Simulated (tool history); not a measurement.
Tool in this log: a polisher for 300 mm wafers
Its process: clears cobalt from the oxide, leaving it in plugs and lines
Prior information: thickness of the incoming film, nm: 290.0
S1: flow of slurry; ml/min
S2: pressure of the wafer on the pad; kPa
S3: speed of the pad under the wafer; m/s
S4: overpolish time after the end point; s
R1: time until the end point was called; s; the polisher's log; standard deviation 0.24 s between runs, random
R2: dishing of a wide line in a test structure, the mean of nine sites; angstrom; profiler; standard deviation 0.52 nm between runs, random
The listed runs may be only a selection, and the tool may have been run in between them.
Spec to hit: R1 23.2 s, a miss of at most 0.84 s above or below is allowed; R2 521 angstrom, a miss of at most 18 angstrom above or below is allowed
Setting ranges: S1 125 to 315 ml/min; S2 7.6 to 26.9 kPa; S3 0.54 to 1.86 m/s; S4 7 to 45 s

run  hour   S1    S2    S3  S4      R1      R2
  1     0  205  17.2  1.18  23  40.821  503.89
  2   6.2  205  19.3  1.18  21  37.068  496.28
  3   7.5  205  21.4   1.2  21   33.16  502.76
  4   8.8  205  21.4   1.2  26  33.068  523.07
  5   9.9  205  21.4  1.06  26  37.039  511.08
  6  12.1  210  22.8  1.12  25  33.172  514.45
  7  18.7  210  23.4  1.16  24  30.945   510.6
  8  21.9  210  24.1   1.2  24  29.211   520.5
  9    29  210  24.8  1.24  23  27.263  524.41
 10  31.4  210  25.5  1.26  22  26.852     520
 11  35.7  215  25.5  1.28  21  25.941   519.2
 12  38.5  215  25.5   1.3  21  25.471     527
 13  47.5  215  25.5  1.32  20  24.646  516.11

Exactly one of the 4 candidate moves below puts every result within its allowed miss. Which one?
  A  56.5  305  22.8  1.68  25   ?   ?
  B  56.5  235  24.8  1.28  12   ?   ?
  C  56.5  220  26.2   1.4  29   ?   ?
  D  56.5  215  22.8  1.44  24   ?   ?

move      R1      R2
   A  21.291  509.13
   B  26.144  470.59
   C   22.89  509.55
   D  25.634  507.54
A: the result that was furthest off in the last run now lies on the other side of its target
B: its largest miss is bigger than the last run's
C: every result lands within tolerance
D: its largest miss is bigger than the last run's
So the answer is move C, the one that meets all the targets.

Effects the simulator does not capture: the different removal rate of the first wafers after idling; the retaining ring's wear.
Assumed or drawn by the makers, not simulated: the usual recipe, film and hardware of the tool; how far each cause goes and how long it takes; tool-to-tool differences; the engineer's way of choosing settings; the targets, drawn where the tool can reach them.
